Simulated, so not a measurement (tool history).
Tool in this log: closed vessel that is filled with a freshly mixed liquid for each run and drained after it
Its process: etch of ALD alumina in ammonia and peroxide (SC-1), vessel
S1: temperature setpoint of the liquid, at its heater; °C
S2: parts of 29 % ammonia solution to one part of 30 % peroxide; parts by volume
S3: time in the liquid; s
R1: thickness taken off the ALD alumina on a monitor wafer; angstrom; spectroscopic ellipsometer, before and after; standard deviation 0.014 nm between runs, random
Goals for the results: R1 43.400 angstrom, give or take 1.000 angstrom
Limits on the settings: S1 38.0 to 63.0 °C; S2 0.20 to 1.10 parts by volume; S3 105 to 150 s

run 1 hour=0.0 | S1=47.0 S2=0.60 S3=150 | R1=51.635
run 2 hour=0.6 | S1=47.0 S2=0.75 S3=150 | R1=52.778
run 3 hour=2.2 | S1=47.0 S2=0.60 S3=150 | R1=51.664
run 4 hour=9.8 | S1=46.0 S2=0.60 S3=150 | R1=48.904
-- hour=17.3 thermometer replaced
run 5 hour=17.3 | S1=46.0 S2=0.60 S3=105 | R1=31.867
run 6 hour=23.8 | S1=47.0 S2=0.60 S3=105 | R1=33.623
run 7 hour=28.9 | S1=48.5 S2=0.60 S3=105 | R1=36.701
run 8 hour=37.2 | S1=50.5 S2=0.60 S3=105 | R1=40.714
run 9 hour=41.1 | S1=51.0 S2=0.60 S3=105 | R1=42.068

Pick the move, out of 4, that brings all results within their allowed miss; only one does.
run A hour=45.0 | S1=49.5 S2=0.40 S3=110 | R1=?
run B hour=45.0 | S1=44.5 S2=0.80 S3=140 | R1=?
run C hour=45.0 | S1=46.5 S2=0.75 S3=125 | R1=?
run D hour=45.0 | S1=49.0 S2=0.65 S3=120 | R1=?

move=A R1=38.734
move=B R1=39.765
move=C R1=39.527
move=D R1=43.042
A: misses by more than the last run did
B: misses by more than the last run did
C: misses by more than the last run did
D: hits every target within its allowed miss
D is the move that brings every result within its allowed miss.

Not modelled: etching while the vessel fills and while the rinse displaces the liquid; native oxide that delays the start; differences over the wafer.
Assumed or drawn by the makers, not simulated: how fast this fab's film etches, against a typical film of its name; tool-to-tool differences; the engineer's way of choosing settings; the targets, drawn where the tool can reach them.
